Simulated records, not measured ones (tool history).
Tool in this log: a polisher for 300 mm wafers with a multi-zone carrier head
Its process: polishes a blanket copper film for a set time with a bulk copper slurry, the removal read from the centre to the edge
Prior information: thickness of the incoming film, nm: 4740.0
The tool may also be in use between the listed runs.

run	hour	flow of slurry (ml/min)	pressure of the head's centre zone	pressure of the head's middle zone	pressure of the head's edge zone	abrasive content of the slurry	polishing time (s)	film removed at the wafer's centre (nm)	film removed at mid-radius (nm)	film removed at the wafer's edge (nm)
1	0	295	1	1	1	1	58	469.51	473.91	485.48
2	0.6	295	0.98	1.01	0.97	0.9	57	451.04	459.01	450.99
3	5.8	290	0.95	1.02	0.97	0.85	57	430.16	458.13	455.06
4	10.9	290	0.93	1.03	0.95	0.8	57	421.49	456.44	443.44
5	17.5	285	0.91	1.04	0.93	0.75	57	399.52	450.62	429.23
6	21.3	285	0.91	1	0.93	0.75	57	398.18	439.71	425.52
7	24.7	280	0.9	1	0.91	0.75	57	396.23	438.14	428.89
8	25.4	280	0.89	1.01	0.9	0.7	57	384.25	437.92	414.19
9	27.8	275	0.88	1.01	0.89	0.7	57	381.62	432.97	399.66
10	33.7	265	0.87	1.01	0.89	0.7	57	374.33	432	419.14
11	37	270	0.86	1.01	0.88	0.65	57	366.44	429.29	401.68
12	43.1	270	0.85	1.01	0.87	0.65	57	361.03	433.39	407.4

Predict the results of run 13:
13	49.1	270	0.85	1.01	0.86	0.65	57	?	?	?

Run 13 came out at film removed at the wafer's centre (nm) 361.14, film removed at mid-radius (nm) 424.48, film removed at the wafer's edge (nm) 407.49.
